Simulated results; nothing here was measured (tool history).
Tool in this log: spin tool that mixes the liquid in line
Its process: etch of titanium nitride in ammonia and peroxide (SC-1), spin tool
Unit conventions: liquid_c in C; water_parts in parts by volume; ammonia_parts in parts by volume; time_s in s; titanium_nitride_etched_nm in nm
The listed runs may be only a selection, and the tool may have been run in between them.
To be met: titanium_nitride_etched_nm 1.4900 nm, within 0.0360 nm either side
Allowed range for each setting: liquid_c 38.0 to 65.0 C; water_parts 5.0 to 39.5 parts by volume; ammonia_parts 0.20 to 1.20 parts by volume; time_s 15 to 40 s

run 1 hour=0.0 | liquid_c=49.0 water_parts=22.0 ammonia_parts=0.90 time_s=40 | titanium_nitride_etched_nm=2.7983
run 2 hour=5.2 | liquid_c=49.0 water_parts=22.0 ammonia_parts=0.60 time_s=40 | titanium_nitride_etched_nm=2.5962
run 3 hour=13.8 | liquid_c=47.5 water_parts=22.0 ammonia_parts=0.60 time_s=40 | titanium_nitride_etched_nm=2.3374
run 4 hour=21.7 | liquid_c=46.0 water_parts=22.0 ammonia_parts=0.60 time_s=40 | titanium_nitride_etched_nm=2.1067
-- hour=30.4 ammonia flow meter replaced
run 5 hour=30.4 | liquid_c=43.0 water_parts=22.0 ammonia_parts=0.60 time_s=40 | titanium_nitride_etched_nm=1.7433
run 6 hour=35.1 | liquid_c=42.5 water_parts=22.0 ammonia_parts=0.60 time_s=40 | titanium_nitride_etched_nm=1.6727
run 7 hour=40.5 | liquid_c=42.0 water_parts=22.0 ammonia_parts=0.60 time_s=40 | titanium_nitride_etched_nm=1.6092
run 8 hour=42.1 | liquid_c=41.5 water_parts=22.0 ammonia_parts=0.60 time_s=40 | titanium_nitride_etched_nm=1.5507

Exercise: of the 4 proposed moves below, exactly one satisfies all targets within the stated allowed misses. Which move is it?
run A hour=43.7 | liquid_c=42.5 water_parts=25.0 ammonia_parts=0.65 time_s=40 | titanium_nitride_etched_nm=?
run B hour=43.7 | liquid_c=38.0 water_parts=13.0 ammonia_parts=0.55 time_s=40 | titanium_nitride_etched_nm=?
run C hour=43.7 | liquid_c=40.5 water_parts=20.5 ammonia_parts=0.55 time_s=40 | titanium_nitride_etched_nm=?
run D hour=43.7 | liquid_c=40.0 water_parts=15.0 ammonia_parts=0.35 time_s=40 | titanium_nitride_etched_nm=?

move=A titanium_nitride_etched_nm=1.5657
move=B titanium_nitride_etched_nm=1.5600
move=C titanium_nitride_etched_nm=1.4647
move=D titanium_nitride_etched_nm=1.5429
A: lands further from the targets than the last run did
B: lands further from the targets than the last run did
C: all results in spec
D: gains on the last run, yet a result remains outside its allowed miss
The move that meets every target is C.
